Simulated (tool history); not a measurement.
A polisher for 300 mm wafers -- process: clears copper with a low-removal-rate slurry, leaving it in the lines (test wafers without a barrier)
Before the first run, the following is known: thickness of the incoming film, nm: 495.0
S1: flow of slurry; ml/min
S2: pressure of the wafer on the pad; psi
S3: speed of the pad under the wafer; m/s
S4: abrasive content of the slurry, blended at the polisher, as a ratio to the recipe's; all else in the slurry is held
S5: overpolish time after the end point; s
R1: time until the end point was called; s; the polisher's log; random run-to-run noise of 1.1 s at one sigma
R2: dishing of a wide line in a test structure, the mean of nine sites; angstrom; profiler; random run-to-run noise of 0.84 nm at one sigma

run    day   S1   S2    S3    S4  S5      R1      R2
  1      0  150  4.1  1.26     1  18  84.763  726.46
  2  0.321  150  4.1  1.26     1  17  85.703   705.9
  3  0.588  150  4.1  1.26  1.15  17  82.358  724.37
  4  0.854  150  4.5  1.26  1.15  17  75.039  773.83
  5  1.196  150  4.5  1.02  1.15  17  93.447  661.44
  6  1.467  150  4.5  1.18  1.15  17  81.569  742.97
  7  1.783  150  4.5  1.18  1.15  17  80.653  725.65
  8  1.888  150  4.5  1.18  1.15  16  82.504  697.19

What will run 9 give?
  9  2.221  150  4.4  1.18  1.15  14   ?   ?

R1: 81.735 s
R2: 636.3 angstrom
